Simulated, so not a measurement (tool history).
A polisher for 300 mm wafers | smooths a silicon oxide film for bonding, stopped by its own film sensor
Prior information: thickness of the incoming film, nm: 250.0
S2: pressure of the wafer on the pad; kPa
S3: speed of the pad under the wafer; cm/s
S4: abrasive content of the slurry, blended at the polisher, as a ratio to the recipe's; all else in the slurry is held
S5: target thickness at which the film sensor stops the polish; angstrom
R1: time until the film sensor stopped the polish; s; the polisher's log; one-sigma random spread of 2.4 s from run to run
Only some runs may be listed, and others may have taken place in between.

Run 1, hour 0: flow of slurry (ml/min) 300, S2 11.7 kPa, S3 114 cm/s, S4 1, S5 1930 angstrom. Result: R1 100.39 s.
Run 2, hour 5.1: flow of slurry (ml/min) 275, S2 11.7 kPa, S3 114 cm/s, S4 1, S5 1930 angstrom. Result: R1 100.52 s.
Run 3, hour 10.2: flow of slurry (ml/min) 245, S2 11.7 kPa, S3 114 cm/s, S4 1, S5 1930 angstrom. Result: R1 101.5 s.
Run 4, hour 14.9: flow of slurry (ml/min) 190, S2 11.7 kPa, S3 114 cm/s, S4 1, S5 1930 angstrom. Result: R1 104.77 s.
Run 5, hour 18.3: flow of slurry (ml/min) 190, S2 11 kPa, S3 114 cm/s, S4 1, S5 1930 angstrom. Result: R1 111.18 s.
Run 6, hour 21.3: flow of slurry (ml/min) 190, S2 10.3 kPa, S3 114 cm/s, S4 1, S5 1930 angstrom. Result: R1 118.74 s.
Run 7, hour 25.9: flow of slurry (ml/min) 190, S2 9.7 kPa, S3 114 cm/s, S4 1, S5 1930 angstrom. Result: R1 124.5 s.
Run 8, hour 33: flow of slurry (ml/min) 190, S2 6.2 kPa, S3 110 cm/s, S4 1, S5 1930 angstrom. Result: R1 188.22 s.

Forecast run 9:
Run 9, hour 36: flow of slurry (ml/min) 190, S2 6.9 kPa, S3 110 cm/s, S4 1, S5 1930 angstrom. Result: R1 ?.

{"run 9": {"R1": 171.4}}

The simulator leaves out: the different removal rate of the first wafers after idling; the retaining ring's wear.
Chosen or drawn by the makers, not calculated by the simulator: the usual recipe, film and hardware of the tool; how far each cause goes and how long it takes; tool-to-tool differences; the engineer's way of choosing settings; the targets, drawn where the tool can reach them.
